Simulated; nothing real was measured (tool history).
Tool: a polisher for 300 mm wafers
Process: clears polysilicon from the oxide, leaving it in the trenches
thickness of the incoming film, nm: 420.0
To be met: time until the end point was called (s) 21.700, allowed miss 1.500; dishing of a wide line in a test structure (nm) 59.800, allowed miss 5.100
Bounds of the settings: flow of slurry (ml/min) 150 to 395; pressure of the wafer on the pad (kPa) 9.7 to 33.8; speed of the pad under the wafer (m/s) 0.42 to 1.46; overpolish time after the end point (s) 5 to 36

run,day,flow of slurry (ml/min),pressure of the wafer on the pad (kPa),speed of the pad under the wafer (m/s),overpolish time after the end point (s),time until the end point was called (s),dishing of a wide line in a test structure (nm)
1,0.000,250,21.4,0.94,18,32.392,56.598
2,0.150,250,22.8,0.94,19,30.830,60.407
3,0.208,250,17.9,0.94,19,37.122,61.283
4,0.396,250,14.5,0.94,19,44.098,59.591
5,0.592,250,14.5,0.76,19,50.762,55.498
6,0.846,195,14.5,0.76,19,52.302,52.886
7,1.112,200,17.2,0.80,19,43.768,57.737
8,1.354,200,20.0,0.82,18,38.498,56.937
9,1.467,200,22.1,0.84,18,35.535,57.194
10,1.488,200,24.1,0.86,18,32.360,56.961
11,1.667,200,25.5,0.88,18,29.803,56.033
12,1.946,205,26.2,0.90,19,28.638,60.533
13,2.308,185,32.4,0.96,11,23.434,58.369

Which of these 4 next moves meets every target?
A,2.671,160,33.8,0.74,15,?,?
B,2.671,220,29.0,0.88,26,?,?
C,2.671,355,33.8,0.96,22,?,?
D,2.671,225,33.8,0.80,9,?,?

move,time until the end point was called (s),dishing of a wide line in a test structure (nm)
A,25.844,59.414
B,25.620,60.622
C,20.380,60.647
D,23.810,55.779
A: further off than the last run
B: further off than the last run
C: meets every target
D: further off than the last run
Answer: C

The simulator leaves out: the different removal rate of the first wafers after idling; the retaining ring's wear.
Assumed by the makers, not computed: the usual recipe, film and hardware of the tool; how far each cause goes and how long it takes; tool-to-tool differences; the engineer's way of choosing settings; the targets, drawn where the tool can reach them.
